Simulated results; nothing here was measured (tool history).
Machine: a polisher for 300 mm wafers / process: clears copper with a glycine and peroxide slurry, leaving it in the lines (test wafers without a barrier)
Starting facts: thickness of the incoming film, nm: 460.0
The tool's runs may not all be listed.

run,day,flow of slurry (ml/min),pressure of the wafer on the pad (kPa),speed of the pad under the wafer (cm/s),overpolish time after the end point (s),time until the end point was called (s),dishing of a wide line in a test structure (nm)
1,0,280,23.4,76,18,78.75,57.025
2,0.033,280,24.8,78,15,76.129,51.961
3,0.121,280,29,78,15,66.843,55.944
4,0.467,280,31,78,12,63.287,52.096
5,0.767,280,27.6,78,12,71.492,47.001
6,0.933,280,29.6,80,10,65.058,43.171
7,0.962,280,31,82,9,61.876,39.851

Expected results for the next run?
8,1.162,280,31.7,82,9,?,?

Run 8 came out at time until the end point was called (s) 58.781, dishing of a wide line in a test structure (nm) 39.859.

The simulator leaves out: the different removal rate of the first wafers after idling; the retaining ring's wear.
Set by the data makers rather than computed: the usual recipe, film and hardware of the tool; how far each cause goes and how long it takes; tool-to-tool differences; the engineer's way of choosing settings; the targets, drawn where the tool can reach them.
